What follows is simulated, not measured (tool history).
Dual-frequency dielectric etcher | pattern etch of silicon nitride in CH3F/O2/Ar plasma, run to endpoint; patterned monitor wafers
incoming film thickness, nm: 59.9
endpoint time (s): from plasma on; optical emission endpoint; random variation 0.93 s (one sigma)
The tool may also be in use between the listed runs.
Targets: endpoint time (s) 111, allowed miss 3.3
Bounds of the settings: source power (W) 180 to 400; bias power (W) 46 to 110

run,hour,source power (W),bias power (W),endpoint time (s)
1,0,290,78,97.816
2,8.5,310,78,96.647
3,13.6,300,75,97.861
4,15.9,290,72,102.61
5,21.3,280,71,104.4
6,24.3,310,71,99.831
7,25.3,300,70,102.82
8,27.8,290,69,103.89
9,32,280,68,103.53
10,38.7,270,66,106.61

Which of these 4 next moves meets every target?
A,45.4,290,68,?
B,45.4,310,71,?
C,45.4,250,66,?
D,45.4,280,68,?

move,endpoint time (s)
A,103.56
B,99.668
C,110.3
D,104.88
A: further off than the last run
B: further off than the last run
C: meets every target
D: further off than the last run
The right move is C.

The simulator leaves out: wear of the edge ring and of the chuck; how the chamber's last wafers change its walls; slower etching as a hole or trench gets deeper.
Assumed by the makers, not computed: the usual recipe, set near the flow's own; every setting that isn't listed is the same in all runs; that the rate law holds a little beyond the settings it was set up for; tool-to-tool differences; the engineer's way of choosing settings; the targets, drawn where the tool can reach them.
